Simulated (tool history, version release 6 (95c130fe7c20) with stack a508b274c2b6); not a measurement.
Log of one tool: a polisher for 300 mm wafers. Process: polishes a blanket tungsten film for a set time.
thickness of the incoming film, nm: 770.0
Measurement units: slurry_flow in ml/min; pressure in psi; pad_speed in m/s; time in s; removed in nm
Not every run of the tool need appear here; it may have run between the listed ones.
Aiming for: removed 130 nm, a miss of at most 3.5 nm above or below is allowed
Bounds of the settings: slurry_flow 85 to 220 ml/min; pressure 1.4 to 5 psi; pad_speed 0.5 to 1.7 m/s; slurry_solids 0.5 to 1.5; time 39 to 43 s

| run | day | slurry_flow | pressure | pad_speed | slurry_solids | time | removed |
|---|---|---|---|---|---|---|---|
| 1 | 0 | 140 | 3.2 | 1.1 | 1 | 43 | 219.49 |
| 2 | 0.329 | 130 | 2.7 | 1.1 | 1 | 43 | 191.26 |
| 3 | 0.633 | 165 | 2.7 | 1.1 | 1 | 43 | 197.09 |
| 4 | 0.817 | 155 | 2.7 | 1.1 | 1 | 43 | 196.65 |
| 5 | 0.962 | 155 | 2.7 | 0.84 | 1 | 43 | 157.19 |
| 6 | 1.15 | 145 | 2.5 | 0.84 | 1 | 43 | 148.06 |
| 7 | 1.283 | 140 | 2.4 | 0.84 | 1 | 43 | 144.31 |
| 8 | 1.654 | 135 | 2.3 | 0.84 | 1 | 43 | 139.63 |
| 9 | 1.775 | 130 | 2.2 | 0.84 | 1 | 43 | 135.09 |

Which single option among these 5 for the next run brings every result within its allowed miss of target? Just one does.
| A | 1.896 | 135 | 2.2 | 0.88 | 1 | 43 | ? |
| B | 1.896 | 140 | 1.9 | 0.92 | 1.2 | 39 | ? |
| C | 1.896 | 120 | 2.4 | 0.82 | 1 | 43 | ? |
| D | 1.896 | 120 | 2.3 | 0.8 | 0.9 | 42 | ? |
| E | 1.896 | 120 | 2.2 | 0.94 | 0.9 | 43 | ? |

| move | removed |
|---|---|
| A | 139.48 |
| B | 128.86 |
| C | 135.85 |
| D | 121.8 |
| E | 138.85 |
A: further off than the last run
B: in spec on every target
C: further off than the last run
D: takes the biggest miss from the last run beyond its target
E: further off than the last run
Answer: B
